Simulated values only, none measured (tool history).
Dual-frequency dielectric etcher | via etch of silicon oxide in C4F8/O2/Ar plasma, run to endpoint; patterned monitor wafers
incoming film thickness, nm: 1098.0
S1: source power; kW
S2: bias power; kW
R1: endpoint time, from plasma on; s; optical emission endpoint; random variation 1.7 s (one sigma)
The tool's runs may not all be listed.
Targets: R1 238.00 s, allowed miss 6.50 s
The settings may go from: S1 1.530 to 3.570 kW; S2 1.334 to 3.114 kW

run 1 hour=0.0 | S1=2.550 S2=2.224 | R1=200.52
run 2 hour=7.0 | S1=2.800 S2=2.224 | R1=193.39
run 3 hour=11.0 | S1=2.800 S2=2.513 | R1=189.58
run 4 hour=15.7 | S1=2.800 S2=2.865 | R1=186.32
run 5 hour=21.7 | S1=2.360 S2=2.573 | R1=204.18
run 6 hour=24.0 | S1=2.080 S2=2.503 | R1=219.65
run 7 hour=31.8 | S1=1.950 S2=2.477 | R1=222.83
-- hour=38.6 wet clean of the chamber
run 8 hour=38.6 | S1=1.840 S2=2.451 | R1=225.17
run 9 hour=41.1 | S1=1.840 S2=2.451 | R1=223.19
run 10 hour=47.4 | S1=1.840 S2=2.451 | R1=226.95
run 11 hour=53.7 | S1=1.760 S2=2.431 | R1=231.41

Which of these 5 next moves meets every target?
run A hour=60.0 | S1=1.650 S2=2.549 | R1=?
run B hour=60.0 | S1=1.810 S2=2.648 | R1=?
run C hour=60.0 | S1=1.960 S2=2.117 | R1=?
run D hour=60.0 | S1=1.850 S2=2.451 | R1=?
run E hour=60.0 | S1=1.830 S2=2.618 | R1=?

move=A R1=233.83
move=B R1=222.12
move=C R1=221.24
move=D R1=222.53
move=E R1=221.35
A: meets every target
B: further off than the last run
C: further off than the last run
D: further off than the last run
E: further off than the last run
Answer: A
